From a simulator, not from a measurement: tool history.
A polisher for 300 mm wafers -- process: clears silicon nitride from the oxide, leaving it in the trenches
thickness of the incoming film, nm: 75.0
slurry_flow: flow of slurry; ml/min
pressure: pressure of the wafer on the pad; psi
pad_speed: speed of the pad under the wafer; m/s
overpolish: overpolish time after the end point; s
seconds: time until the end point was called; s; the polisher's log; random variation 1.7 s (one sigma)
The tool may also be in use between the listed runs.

{"run": 1, "hour": 0.0, "slurry_flow": 265, "pressure": 1.8, "pad_speed": 0.76, "overpolish": 26, "seconds": 148.94}
{"run": 2, "hour": 5.5, "slurry_flow": 265, "pressure": 1.5, "pad_speed": 0.76, "overpolish": 26, "seconds": 181.01}
{"run": 3, "hour": 8.9, "slurry_flow": 295, "pressure": 1.5, "pad_speed": 0.76, "overpolish": 26, "seconds": 175.48}
{"run": 4, "hour": 10.5, "slurry_flow": 295, "pressure": 1.5, "pad_speed": 0.64, "overpolish": 26, "seconds": 197.67}
{"run": 5, "hour": 19.2, "slurry_flow": 295, "pressure": 1.5, "pad_speed": 0.8, "overpolish": 26, "seconds": 167.58}
{"run": 6, "hour": 21.1, "slurry_flow": 295, "pressure": 1.2, "pad_speed": 0.8, "overpolish": 26, "seconds": 207.72}
{"hour": 29.7, "done": "head pressure recalibrated"}
{"run": 7, "hour": 29.7, "slurry_flow": 295, "pressure": 1.7, "pad_speed": 0.86, "overpolish": 26, "seconds": 150.52}
{"run": 8, "hour": 36.9, "slurry_flow": 295, "pressure": 1.8, "pad_speed": 0.88, "overpolish": 26, "seconds": 143.4}

Estimate the outcome of run 9 from the log above:
{"run": 9, "hour": 40.3, "slurry_flow": 295, "pressure": 1.9, "pad_speed": 0.9, "overpolish": 26, "seconds": "?"}

Run 9 measured seconds 127.30 s.

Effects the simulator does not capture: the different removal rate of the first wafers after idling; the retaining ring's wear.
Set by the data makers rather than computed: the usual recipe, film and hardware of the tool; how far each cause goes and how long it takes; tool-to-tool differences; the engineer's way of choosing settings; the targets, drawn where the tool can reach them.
